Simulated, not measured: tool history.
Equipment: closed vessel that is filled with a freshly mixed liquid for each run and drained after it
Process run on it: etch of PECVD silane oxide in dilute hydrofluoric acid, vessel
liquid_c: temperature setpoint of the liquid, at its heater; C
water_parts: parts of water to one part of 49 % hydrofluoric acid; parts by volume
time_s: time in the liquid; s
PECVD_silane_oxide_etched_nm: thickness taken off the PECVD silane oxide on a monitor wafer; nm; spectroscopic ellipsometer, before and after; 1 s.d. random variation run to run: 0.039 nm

{"run": 1, "day": 0.0, "liquid_c": 21, "water_parts": 295, "time_s": 425, "PECVD_silane_oxide_etched_nm": 20.464}
{"run": 2, "day": 0.242, "liquid_c": 20.5, "water_parts": 315, "time_s": 425, "PECVD_silane_oxide_etched_nm": 18.54}
{"run": 3, "day": 0.288, "liquid_c": 20.5, "water_parts": 370, "time_s": 425, "PECVD_silane_oxide_etched_nm": 15.064}
{"run": 4, "day": 0.333, "liquid_c": 20.5, "water_parts": 370, "time_s": 425, "PECVD_silane_oxide_etched_nm": 14.992}
{"run": 5, "day": 0.438, "liquid_c": 20, "water_parts": 380, "time_s": 425, "PECVD_silane_oxide_etched_nm": 14.156}
{"run": 6, "day": 0.567, "liquid_c": 17.5, "water_parts": 380, "time_s": 425, "PECVD_silane_oxide_etched_nm": 12.984}
{"run": 7, "day": 0.9, "liquid_c": 17.5, "water_parts": 385, "time_s": 425, "PECVD_silane_oxide_etched_nm": 12.84}

Expected results for the next run?
{"run": 8, "day": 1.004, "liquid_c": 17.5, "water_parts": 390, "time_s": 425, "PECVD_silane_oxide_etched_nm": "?"}

For run 8 the tool returned PECVD_silane_oxide_etched_nm 12.628 nm.
